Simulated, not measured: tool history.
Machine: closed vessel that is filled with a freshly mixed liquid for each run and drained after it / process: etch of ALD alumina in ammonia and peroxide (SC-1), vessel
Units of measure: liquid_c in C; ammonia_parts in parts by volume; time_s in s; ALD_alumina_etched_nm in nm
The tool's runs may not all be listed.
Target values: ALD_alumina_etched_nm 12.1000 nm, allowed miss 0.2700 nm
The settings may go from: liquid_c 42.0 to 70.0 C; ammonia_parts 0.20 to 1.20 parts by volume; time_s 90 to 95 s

| run | day | liquid_c | ammonia_parts | time_s | ALD_alumina_etched_nm |
|---|---|---|---|---|---|
| 1 | 0.000 | 58.0 | 0.80 | 90 | 6.9384 |
| 2 | 0.162 | 60.5 | 0.80 | 90 | 7.8979 |
| 3 | 0.475 | 60.5 | 1.05 | 90 | 8.1362 |
| 4 | 0.808 | 62.0 | 1.05 | 90 | 8.8185 |
| 5 | 1.038 | 63.5 | 1.05 | 90 | 9.3802 |
| 6 | 1.400 | 64.5 | 1.05 | 90 | 9.8922 |
| 7 | 1.562 | 65.5 | 1.05 | 90 | 10.4970 |
| 8 | 1.675 | 66.0 | 1.05 | 90 | 10.7460 |
| 9 | 1.767 | 66.5 | 1.05 | 90 | 10.9590 |
| 10 | 1.946 | 67.0 | 1.05 | 90 | 11.1360 |
| 11 | 1.983 | 67.5 | 1.05 | 90 | 11.3490 |
| 12 | 2.367 | 68.0 | 1.05 | 90 | 11.7750 |

Exactly one of the 4 candidate moves below puts every result within its allowed miss. Which one?
| A | 2.750 | 67.0 | 1.20 | 95 | ? |
| B | 2.750 | 68.5 | 1.00 | 95 | ? |
| C | 2.750 | 70.0 | 0.95 | 90 | ? |
| D | 2.750 | 67.0 | 1.15 | 90 | ? |

| move | ALD_alumina_etched_nm |
|---|---|
| A | 12.1500 |
| B | 12.8480 |
| C | 13.0210 |
| D | 11.4640 |
A: in spec on every target
B: the result that was furthest off in the last run now lies on the other side of its target
C: the result that was furthest off in the last run now lies on the other side of its target
D: moves away from the targets compared with the last run
Correct choice: A, which meets every target
